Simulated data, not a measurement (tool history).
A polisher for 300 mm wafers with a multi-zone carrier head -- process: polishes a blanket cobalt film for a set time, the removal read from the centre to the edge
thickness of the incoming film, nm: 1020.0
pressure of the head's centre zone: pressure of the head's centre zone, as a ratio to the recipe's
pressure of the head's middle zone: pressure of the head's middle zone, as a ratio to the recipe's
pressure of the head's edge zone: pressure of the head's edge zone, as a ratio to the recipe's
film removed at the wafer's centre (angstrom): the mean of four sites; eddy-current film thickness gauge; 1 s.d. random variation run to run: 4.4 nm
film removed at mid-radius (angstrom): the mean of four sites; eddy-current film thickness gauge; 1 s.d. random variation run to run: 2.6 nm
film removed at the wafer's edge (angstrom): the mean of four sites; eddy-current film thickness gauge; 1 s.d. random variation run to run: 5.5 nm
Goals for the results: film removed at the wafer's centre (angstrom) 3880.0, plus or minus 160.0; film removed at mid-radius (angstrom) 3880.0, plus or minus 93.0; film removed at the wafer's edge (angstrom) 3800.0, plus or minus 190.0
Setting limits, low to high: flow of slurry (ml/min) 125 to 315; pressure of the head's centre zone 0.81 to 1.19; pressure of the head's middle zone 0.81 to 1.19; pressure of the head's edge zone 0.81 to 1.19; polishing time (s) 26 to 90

run,day,flow of slurry (ml/min),pressure of the head's centre zone,pressure of the head's middle zone,pressure of the head's edge zone,polishing time (s),film removed at the wafer's centre (angstrom),film removed at mid-radius (angstrom),film removed at the wafer's edge (angstrom)
1,0.000,205,1.00,1.00,1.00,58,2743.4,2797.8,2839.2
2,0.217,180,1.00,1.00,1.00,58,2651.9,2708.3,2868.0
3,0.425,180,1.07,1.00,1.00,58,2887.9,2699.6,2848.6
4,0.521,180,1.11,1.00,1.00,58,3029.2,2689.8,2771.8
5,0.729,135,1.11,1.00,1.00,58,2780.8,2546.2,2623.4
6,0.950,180,1.10,1.05,1.05,60,2986.2,2886.2,2941.8
7,1.292,210,1.11,1.08,1.08,62,3383.0,3208.0,3069.5
8,1.508,225,1.09,1.08,1.11,64,3447.0,3281.6,3307.4
9,1.783,240,1.08,1.10,1.13,65,3435.7,3431.9,3485.4
10,2.046,255,1.09,1.12,1.14,66,3591.1,3558.2,3480.1

4 candidate next runs follow, results not yet known. Just one meets every target within its allowed miss. Identify it.
A,2.308,250,1.19,1.19,0.91,72,?,?,?
B,2.308,295,1.18,1.12,1.09,74,?,?,?
C,2.308,275,1.08,1.10,1.10,72,?,?,?
D,2.308,315,1.19,1.19,0.98,71,?,?,?

move,film removed at the wafer's centre (angstrom),film removed at mid-radius (angstrom),film removed at the wafer's edge (angstrom)
A,4277.4,4047.3,3345.5
B,4445.7,4019.7,3806.8
C,3924.1,3824.9,3701.3
D,4334.4,4090.2,3480.3
A: carries the result that was furthest off beyond its target, to the other side
B: carries the result that was furthest off beyond its target, to the other side
C: in spec on every target
D: carries the result that was furthest off beyond its target, to the other side
So the answer is move C, the one that meets all the targets.

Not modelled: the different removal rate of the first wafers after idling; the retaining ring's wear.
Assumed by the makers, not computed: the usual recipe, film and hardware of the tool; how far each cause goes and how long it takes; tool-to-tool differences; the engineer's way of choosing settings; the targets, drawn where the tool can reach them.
